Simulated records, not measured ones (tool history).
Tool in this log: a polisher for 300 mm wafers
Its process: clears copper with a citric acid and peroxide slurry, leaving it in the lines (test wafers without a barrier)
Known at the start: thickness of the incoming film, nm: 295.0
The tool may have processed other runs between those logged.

run,day,flow of slurry (ml/min),pressure of the wafer on the pad (psi),speed of the pad under the wafer (m/s),abrasive content of the slurry,overpolish time after the end point (s),time until the end point was called (s),dishing of a wide line in a test structure (Å)
1,0.000,310,4.0,0.98,1.00,20,129.48,343.930
2,0.233,310,4.0,1.14,1.00,20,111.33,393.600
3,0.600,310,3.7,1.12,1.00,16,120.30,292.290
4,0.904,310,3.7,1.12,1.20,16,116.78,298.220
5,1.262,310,3.7,1.12,1.20,24,113.69,429.640
6,1.296,310,3.7,1.12,1.20,18,115.17,337.950
7,1.429,305,3.2,1.16,1.20,15,121.98,266.580
8,1.538,305,3.2,1.16,1.20,15,125.93,276.960
9,1.771,355,3.1,1.10,1.30,13,132.36,229.060
10,2.108,420,2.4,1.08,1.45,6,153.10,93.398
11,2.438,385,2.5,1.08,1.40,6,147.97,94.104
12,2.483,390,2.6,1.08,1.35,7,145.59,108.930
13,2.650,375,2.9,1.06,1.10,10,146.82,158.240

For run 14, what comes out?
14,2.683,385,2.9,1.06,1.15,10,?,?

{"run 14": {"time until the end point was called (s)": 144.93, "dishing of a wide line in a test structure (Å)": 159.97}}
